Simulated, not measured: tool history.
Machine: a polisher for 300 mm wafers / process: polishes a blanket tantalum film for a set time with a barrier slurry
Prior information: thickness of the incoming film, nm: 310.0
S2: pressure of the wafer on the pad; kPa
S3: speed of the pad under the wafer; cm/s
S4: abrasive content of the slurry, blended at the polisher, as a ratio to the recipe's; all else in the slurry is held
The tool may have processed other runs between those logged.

{"run": 1, "hour": 0.0, "flow of slurry (ml/min)": 150, "S2": 11.7, "S3": 94, "S4": 1.0, "polishing time (s)": 107, "film removed (angstrom)": 1270.0}
{"run": 2, "hour": 3.3, "flow of slurry (ml/min)": 150, "S2": 11.7, "S3": 94, "S4": 0.85, "polishing time (s)": 107, "film removed (angstrom)": 1239.0}
{"run": 3, "hour": 10.9, "flow of slurry (ml/min)": 150, "S2": 11.7, "S3": 94, "S4": 0.85, "polishing time (s)": 113, "film removed (angstrom)": 1277.7}
{"run": 4, "hour": 14.7, "flow of slurry (ml/min)": 150, "S2": 12.4, "S3": 94, "S4": 0.85, "polishing time (s)": 113, "film removed (angstrom)": 1391.2}
{"run": 5, "hour": 15.3, "flow of slurry (ml/min)": 125, "S2": 12.4, "S3": 94, "S4": 0.85, "polishing time (s)": 113, "film removed (angstrom)": 1325.6}
{"run": 6, "hour": 22.1, "flow of slurry (ml/min)": 130, "S2": 12.4, "S3": 94, "S4": 0.85, "polishing time (s)": 113, "film removed (angstrom)": 1342.9}
{"run": 7, "hour": 24.2, "flow of slurry (ml/min)": 135, "S2": 12.4, "S3": 94, "S4": 0.85, "polishing time (s)": 113, "film removed (angstrom)": 1361.4}
{"run": 8, "hour": 29.6, "flow of slurry (ml/min)": 140, "S2": 12.4, "S3": 94, "S4": 0.85, "polishing time (s)": 113, "film removed (angstrom)": 1347.5}
{"run": 9, "hour": 30.5, "flow of slurry (ml/min)": 140, "S2": 13.1, "S3": 94, "S4": 0.85, "polishing time (s)": 113, "film removed (angstrom)": 1420.7}
{"run": 10, "hour": 38.7, "flow of slurry (ml/min)": 145, "S2": 13.8, "S3": 94, "S4": 0.85, "polishing time (s)": 113, "film removed (angstrom)": 1549.9}
{"run": 11, "hour": 47.4, "flow of slurry (ml/min)": 150, "S2": 13.8, "S3": 94, "S4": 0.85, "polishing time (s)": 113, "film removed (angstrom)": 1542.4}

What does the tool deliver on the next run?
{"run": 12, "hour": 56.0, "flow of slurry (ml/min)": 155, "S2": 13.8, "S3": 94, "S4": 0.85, "polishing time (s)": 113, "film removed (angstrom)": "?"}

{"run 12": {"film removed (angstrom)": 1508.5}}
